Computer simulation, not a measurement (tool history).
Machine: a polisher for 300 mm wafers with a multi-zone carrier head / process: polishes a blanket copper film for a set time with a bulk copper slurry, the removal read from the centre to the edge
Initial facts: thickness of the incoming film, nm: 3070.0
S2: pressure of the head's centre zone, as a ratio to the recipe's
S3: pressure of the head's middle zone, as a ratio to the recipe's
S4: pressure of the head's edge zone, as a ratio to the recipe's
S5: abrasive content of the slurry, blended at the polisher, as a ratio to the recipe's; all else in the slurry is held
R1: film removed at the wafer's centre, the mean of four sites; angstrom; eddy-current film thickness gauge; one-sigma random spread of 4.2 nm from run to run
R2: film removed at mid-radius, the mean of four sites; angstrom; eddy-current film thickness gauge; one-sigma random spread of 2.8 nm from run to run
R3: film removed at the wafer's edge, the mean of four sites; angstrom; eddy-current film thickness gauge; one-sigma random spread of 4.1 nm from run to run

run 1 hour=0 | flow_of_slurry_(ml/min)=280 S2=1 S3=1 S4=1 S5=1 polishing_time_(s)=81 | R1=5478 R2=5026.8 R3=5023.1
run 2 hour=4 | flow_of_slurry_(ml/min)=280 S2=1 S3=1 S4=1.04 S5=1 polishing_time_(s)=81 | R1=5531.4 R2=5060.4 R3=5070.1
run 3 hour=6.8 | flow_of_slurry_(ml/min)=245 S2=1 S3=1 S4=1.04 S5=1 polishing_time_(s)=81 | R1=5450.1 R2=4999.5 R3=5140.1
run 4 hour=15 | flow_of_slurry_(ml/min)=250 S2=1.02 S3=0.96 S4=1.02 S5=0.85 polishing_time_(s)=71 | R1=4842.1 R2=4137.2 R3=4367.8
run 5 hour=23 | flow_of_slurry_(ml/min)=185 S2=1.02 S3=0.96 S4=1.02 S5=0.85 polishing_time_(s)=71 | R1=4634.2 R2=3953.5 R3=4231.4
run 6 hour=32 | flow_of_slurry_(ml/min)=185 S2=1.03 S3=0.93 S4=0.99 S5=0.75 polishing_time_(s)=65 | R1=4194.8 R2=3499.6 R3=3806.5
run 7 hour=33 | flow_of_slurry_(ml/min)=185 S2=1.05 S3=0.9 S4=0.97 S5=0.65 polishing_time_(s)=61 | R1=3917.6 R2=3130.5 R3=3524.4
run 8 hour=38 | flow_of_slurry_(ml/min)=185 S2=1.07 S3=0.89 S4=0.94 S5=0.6 polishing_time_(s)=59 | R1=3893.5 R2=2991.8 R3=3284.3

Run 9 comes next. What will it give?
-- hour=46 centre zone pressure recalibrated
run 9 hour=46 | flow_of_slurry_(ml/min)=185 S2=1.07 S3=0.87 S4=0.93 S5=0.55 polishing_time_(s)=58 | R1=? R2=? R3=?

Run 9 came out at R1 3522.9 angstrom, R2 2834.5 angstrom, R3 3152.4 angstrom.
